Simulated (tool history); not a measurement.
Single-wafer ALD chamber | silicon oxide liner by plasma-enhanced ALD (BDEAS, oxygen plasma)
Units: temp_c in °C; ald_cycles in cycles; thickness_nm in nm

Run 1, hour 0.0: temp_c 315 °C, ald_cycles 35 cycles. Result: thickness_nm 3.1737 nm.
Run 2, hour 6.8: temp_c 315 °C, ald_cycles 38 cycles. Result: thickness_nm 3.4602 nm.
Run 3, hour 11.6: temp_c 314 °C, ald_cycles 39 cycles. Result: thickness_nm 3.5068 nm.
Run 4, hour 18.6: temp_c 314 °C, ald_cycles 40 cycles. Result: thickness_nm 3.6213 nm.
Run 5, hour 23.6: temp_c 314 °C, ald_cycles 41 cycles. Result: thickness_nm 3.7122 nm.
Run 6, hour 28.5: temp_c 304 °C, ald_cycles 41 cycles. Result: thickness_nm 3.7878 nm.

Run 7 comes next. What will it give?
Run 7, hour 35.7: temp_c 303 °C, ald_cycles 41 cycles. Result: thickness_nm ?.

{"run 7": {"thickness_nm": 3.7874}}
